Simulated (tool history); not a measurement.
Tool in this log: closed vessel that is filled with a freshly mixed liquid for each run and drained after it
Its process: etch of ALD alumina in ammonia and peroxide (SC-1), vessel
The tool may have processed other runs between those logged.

run  hour  temperature setpoint of the liquid (K)  parts of 29 % ammonia solution to one part of 30 % peroxide (parts by volume)  time in the liquid (s)  thickness taken off the ALD alumina on a monitor wafer (angstrom)
  1   0.0                                  331.15                                                                           0.80                      90                                                             69.384
  2   3.9                                  333.65                                                                           0.80                      90                                                             78.979
  3  11.4                                  333.65                                                                           1.05                      90                                                             81.362
  4  19.4                                  335.15                                                                           1.05                      90                                                             88.185
  5  24.9                                  336.65                                                                           1.05                      90                                                             93.802
  6  33.6                                  337.65                                                                           1.05                      90                                                             98.922
  7  37.5                                  338.65                                                                           1.05                      90                                                            104.970
  8  40.2                                  339.15                                                                           1.05                      90                                                            107.460
  9  42.4                                  339.65                                                                           1.05                      90                                                            109.590

The next listed run, before its measurement:
 10  46.7                                  340.15                                                                           1.05                      90                                                                  ?

thickness taken off the ALD alumina on a monitor wafer (angstrom): 111.360

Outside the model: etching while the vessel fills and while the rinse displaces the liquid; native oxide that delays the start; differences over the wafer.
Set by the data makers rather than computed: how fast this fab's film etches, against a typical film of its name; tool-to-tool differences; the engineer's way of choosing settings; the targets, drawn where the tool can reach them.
